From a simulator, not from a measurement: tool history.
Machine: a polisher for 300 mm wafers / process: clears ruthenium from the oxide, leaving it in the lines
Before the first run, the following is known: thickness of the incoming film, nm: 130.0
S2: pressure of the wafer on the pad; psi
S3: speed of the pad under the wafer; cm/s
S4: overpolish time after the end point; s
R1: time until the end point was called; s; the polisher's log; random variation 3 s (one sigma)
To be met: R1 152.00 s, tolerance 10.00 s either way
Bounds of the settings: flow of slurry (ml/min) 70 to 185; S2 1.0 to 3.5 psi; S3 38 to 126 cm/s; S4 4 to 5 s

{"run": 1, "hour": 0.0, "flow of slurry (ml/min)": 120, "S2": 2.2, "S3": 82, "S4": 5, "R1": 122.22}
{"run": 2, "hour": 3.8, "flow of slurry (ml/min)": 120, "S2": 2.1, "S3": 82, "S4": 5, "R1": 119.85}
{"run": 3, "hour": 6.8, "flow of slurry (ml/min)": 120, "S2": 2.0, "S3": 80, "S4": 5, "R1": 136.64}
{"run": 4, "hour": 14.0, "flow of slurry (ml/min)": 120, "S2": 2.4, "S3": 80, "S4": 5, "R1": 114.22}
{"run": 5, "hour": 16.1, "flow of slurry (ml/min)": 120, "S2": 2.3, "S3": 80, "S4": 5, "R1": 119.72}
{"run": 6, "hour": 23.2, "flow of slurry (ml/min)": 120, "S2": 2.3, "S3": 80, "S4": 5, "R1": 119.64}
{"run": 7, "hour": 31.7, "flow of slurry (ml/min)": 120, "S2": 2.2, "S3": 80, "S4": 5, "R1": 124.87}
{"run": 8, "hour": 37.9, "flow of slurry (ml/min)": 120, "S2": 2.1, "S3": 80, "S4": 5, "R1": 126.33}
{"run": 9, "hour": 40.2, "flow of slurry (ml/min)": 120, "S2": 2.0, "S3": 80, "S4": 5, "R1": 136.27}
{"run": 10, "hour": 47.4, "flow of slurry (ml/min)": 120, "S2": 1.9, "S3": 80, "S4": 5, "R1": 140.51}

Below are 5 possible settings for the next run. Only one of them brings all results inside the allowed miss of their targets. Which is it?
{"run": "A", "hour": 54.6, "flow of slurry (ml/min)": 120, "S2": 2.1, "S3": 76, "S4": 5, "R1": "?"}
{"run": "B", "hour": 54.6, "flow of slurry (ml/min)": 115, "S2": 2.5, "S3": 66, "S4": 5, "R1": "?"}
{"run": "C", "hour": 54.6, "flow of slurry (ml/min)": 105, "S2": 2.0, "S3": 88, "S4": 5, "R1": "?"}
{"run": "D", "hour": 54.6, "flow of slurry (ml/min)": 100, "S2": 2.1, "S3": 86, "S4": 5, "R1": "?"}
{"run": "E", "hour": 54.6, "flow of slurry (ml/min)": 80, "S2": 2.1, "S3": 80, "S4": 4, "R1": "?"}

move=A R1=133.05
move=B R1=133.72
move=C R1=125.44
move=D R1=125.47
move=E R1=147.59
A: the biggest miss grows against the last run
B: the biggest miss grows against the last run
C: the biggest miss grows against the last run
D: the biggest miss grows against the last run
E: all results in spec
The right move is E.
